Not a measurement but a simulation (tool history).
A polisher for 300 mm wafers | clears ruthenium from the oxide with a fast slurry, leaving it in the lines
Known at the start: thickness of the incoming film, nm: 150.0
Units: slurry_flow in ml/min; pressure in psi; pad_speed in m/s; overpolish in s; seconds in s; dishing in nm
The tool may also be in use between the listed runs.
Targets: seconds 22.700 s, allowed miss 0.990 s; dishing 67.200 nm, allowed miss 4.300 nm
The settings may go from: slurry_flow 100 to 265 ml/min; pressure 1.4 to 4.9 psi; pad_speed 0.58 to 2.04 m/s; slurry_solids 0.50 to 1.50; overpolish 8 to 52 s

run 1 day=0.000 | slurry_flow=170 pressure=3.1 pad_speed=1.30 slurry_solids=1.00 overpolish=26 | seconds=24.201 dishing=96.191
run 2 day=0.333 | slurry_flow=170 pressure=3.1 pad_speed=1.30 slurry_solids=1.00 overpolish=23 | seconds=23.612 dishing=93.004
run 3 day=0.625 | slurry_flow=170 pressure=3.1 pad_speed=1.30 slurry_solids=1.00 overpolish=20 | seconds=23.699 dishing=82.184
run 4 day=0.854 | slurry_flow=170 pressure=3.1 pad_speed=1.30 slurry_solids=1.00 overpolish=18 | seconds=24.329 dishing=74.987
run 5 day=1.138 | slurry_flow=170 pressure=3.4 pad_speed=1.30 slurry_solids=1.00 overpolish=18 | seconds=21.643 dishing=81.757
run 6 day=1.225 | slurry_flow=170 pressure=3.4 pad_speed=1.30 slurry_solids=1.00 overpolish=17 | seconds=21.808 dishing=76.129
run 7 day=1.525 | slurry_flow=170 pressure=3.4 pad_speed=1.30 slurry_solids=1.00 overpolish=16 | seconds=21.953 dishing=73.925
run 8 day=1.621 | slurry_flow=170 pressure=3.4 pad_speed=1.30 slurry_solids=1.00 overpolish=15 | seconds=21.535 dishing=68.280

Which of these 4 next moves meets every target?
run A day=1.717 | slurry_flow=185 pressure=3.5 pad_speed=1.52 slurry_solids=0.95 overpolish=12 | seconds=? dishing=?
run B day=1.717 | slurry_flow=195 pressure=3.8 pad_speed=1.18 slurry_solids=1.05 overpolish=14 | seconds=? dishing=?
run C day=1.717 | slurry_flow=150 pressure=3.7 pad_speed=1.56 slurry_solids=0.80 overpolish=15 | seconds=? dishing=?
run D day=1.717 | slurry_flow=170 pressure=3.3 pad_speed=1.38 slurry_solids=0.90 overpolish=15 | seconds=? dishing=?

move=A seconds=18.770 dishing=64.775
move=B seconds=20.107 dishing=69.599
move=C seconds=20.173 dishing=73.500
move=D seconds=22.561 dishing=66.955
A: further off than the last run
B: further off than the last run
C: further off than the last run
D: meets every target
Move D is the one to make.
